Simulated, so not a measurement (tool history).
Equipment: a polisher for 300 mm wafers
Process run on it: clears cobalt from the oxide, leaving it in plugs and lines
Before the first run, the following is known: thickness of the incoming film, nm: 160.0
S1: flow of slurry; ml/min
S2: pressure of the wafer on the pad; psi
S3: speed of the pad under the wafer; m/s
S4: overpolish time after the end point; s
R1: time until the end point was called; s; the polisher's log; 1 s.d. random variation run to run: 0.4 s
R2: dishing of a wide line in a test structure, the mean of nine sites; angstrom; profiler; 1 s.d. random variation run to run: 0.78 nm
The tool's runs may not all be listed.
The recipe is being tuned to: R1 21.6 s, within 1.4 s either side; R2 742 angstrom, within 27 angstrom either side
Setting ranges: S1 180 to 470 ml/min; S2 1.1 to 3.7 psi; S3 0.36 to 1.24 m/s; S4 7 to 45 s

Run 1, hour 0: S1 300 ml/min, S2 2.4 psi, S3 0.8 m/s, S4 23 s. Result: R1 39.503 s, R2 528.39 angstrom.
Run 2, hour 3.2: S1 300 ml/min, S2 2.8 psi, S3 0.82 m/s, S4 23 s. Result: R1 33.855 s, R2 571.01 angstrom.
Run 3, hour 4.1: S1 300 ml/min, S2 2.5 psi, S3 0.82 m/s, S4 23 s. Result: R1 37.354 s, R2 548.8 angstrom.
Run 4, hour 9.6: S1 300 ml/min, S2 2.8 psi, S3 0.86 m/s, S4 23 s. Result: R1 31.327 s, R2 591.36 angstrom.
Run 5, hour 10.1: S1 300 ml/min, S2 3 psi, S3 0.88 m/s, S4 24 s. Result: R1 28.841 s, R2 634.99 angstrom.
Run 6, hour 11.5: S1 300 ml/min, S2 3.2 psi, S3 0.9 m/s, S4 24 s. Result: R1 27.191 s, R2 650.07 angstrom.
Run 7, hour 19.7: S1 300 ml/min, S2 3.3 psi, S3 0.92 m/s, S4 24 s. Result: R1 24.926 s, R2 662.41 angstrom.
Run 8, hour 21.6: S1 300 ml/min, S2 3.4 psi, S3 0.92 m/s, S4 25 s. Result: R1 26.117 s, R2 662.99 angstrom.
Run 9, hour 28.9: S1 300 ml/min, S2 3.5 psi, S3 0.96 m/s, S4 25 s. Result: R1 22.863 s, R2 679.89 angstrom.
Run 10, hour 31.8: S1 300 ml/min, S2 3.5 psi, S3 0.96 m/s, S4 25 s. Result: R1 23.668 s, R2 692.79 angstrom.
Run 11, hour 37.2: S1 300 ml/min, S2 3.6 psi, S3 0.98 m/s, S4 25 s. Result: R1 22.585 s, R2 695.79 angstrom.

Next run, 5 choices. One meets every target within its allowed miss, the rest don't. Which?
Run A, hour 42.6: S1 340 ml/min, S2 3.6 psi, S3 1.02 m/s, S4 32 s. Result: R1 ?, R2 ?.
Run B, hour 42.6: S1 360 ml/min, S2 3.3 psi, S3 0.98 m/s, S4 22 s. Result: R1 ?, R2 ?.
Run C, hour 42.6: S1 280 ml/min, S2 3.6 psi, S3 0.98 m/s, S4 19 s. Result: R1 ?, R2 ?.
Run D, hour 42.6: S1 300 ml/min, S2 3.3 psi, S3 1.04 m/s, S4 19 s. Result: R1 ?, R2 ?.
Run E, hour 42.6: S1 355 ml/min, S2 3.5 psi, S3 0.94 m/s, S4 21 s. Result: R1 ?, R2 ?.

move      R1      R2
   A  21.169   729.8
   B    23.8  648.58
   C  22.373  628.91
   D  22.905  623.43
   E  23.368  642.21
A: all results land within tolerance of their targets
B: lands further from the targets than the last run did
C: lands further from the targets than the last run did
D: lands further from the targets than the last run did
E: lands further from the targets than the last run did
Go with A: it meets all targets.
